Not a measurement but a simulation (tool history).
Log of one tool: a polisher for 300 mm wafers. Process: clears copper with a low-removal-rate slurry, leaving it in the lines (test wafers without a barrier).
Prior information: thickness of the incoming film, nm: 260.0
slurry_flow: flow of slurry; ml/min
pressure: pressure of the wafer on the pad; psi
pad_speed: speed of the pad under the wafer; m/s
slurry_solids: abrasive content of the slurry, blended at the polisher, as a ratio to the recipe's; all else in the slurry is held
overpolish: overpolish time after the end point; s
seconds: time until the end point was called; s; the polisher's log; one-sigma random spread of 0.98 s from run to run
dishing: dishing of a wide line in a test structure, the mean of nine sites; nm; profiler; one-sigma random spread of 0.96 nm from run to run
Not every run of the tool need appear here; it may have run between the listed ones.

{"run": 1, "hour": 0.0, "slurry_flow": 180, "pressure": 2.2, "pad_speed": 1.04, "slurry_solids": 1, "overpolish": 21, "seconds": 124.02, "dishing": 27.202}
{"run": 2, "hour": 4.6, "slurry_flow": 140, "pressure": 2.2, "pad_speed": 1.04, "slurry_solids": 1, "overpolish": 21, "seconds": 125.48, "dishing": 27.687}
{"run": 3, "hour": 8.7, "slurry_flow": 140, "pressure": 2.2, "pad_speed": 1.04, "slurry_solids": 1, "overpolish": 29, "seconds": 126.71, "dishing": 35.102}
{"run": 4, "hour": 16.0, "slurry_flow": 140, "pressure": 2.2, "pad_speed": 1.04, "slurry_solids": 0.85, "overpolish": 29, "seconds": 129.89, "dishing": 34.769}
{"run": 5, "hour": 24.2, "slurry_flow": 140, "pressure": 2.2, "pad_speed": 1.04, "slurry_solids": 1.05, "overpolish": 29, "seconds": 119.52, "dishing": 36.245}
{"run": 6, "hour": 28.4, "slurry_flow": 140, "pressure": 2.2, "pad_speed": 1.04, "slurry_solids": 1.05, "overpolish": 38, "seconds": 123.49, "dishing": 42.833}
{"run": 7, "hour": 33.5, "slurry_flow": 140, "pressure": 2.3, "pad_speed": 1.04, "slurry_solids": 1.05, "overpolish": 36, "seconds": 119.2, "dishing": 42.551}
{"run": 8, "hour": 34.1, "slurry_flow": 140, "pressure": 2.3, "pad_speed": 1.04, "slurry_solids": 1.05, "overpolish": 36, "seconds": 117.54, "dishing": 43.376}
{"run": 9, "hour": 36.3, "slurry_flow": 155, "pressure": 2.9, "pad_speed": 1.08, "slurry_solids": 1.05, "overpolish": 27, "seconds": 89.958, "dishing": 42.877}
{"run": 10, "hour": 41.3, "slurry_flow": 155, "pressure": 3, "pad_speed": 1.08, "slurry_solids": 1.05, "overpolish": 27, "seconds": 86.157, "dishing": 42.733}

Run 11, settings as shown, results not yet in. Your forecast:
{"run": 11, "hour": 48.4, "slurry_flow": 155, "pressure": 3.1, "pad_speed": 1.08, "slurry_solids": 1.05, "overpolish": 27, "seconds": "?", "dishing": "?"}

seconds: 85.439 s
dishing: 44.047 nm
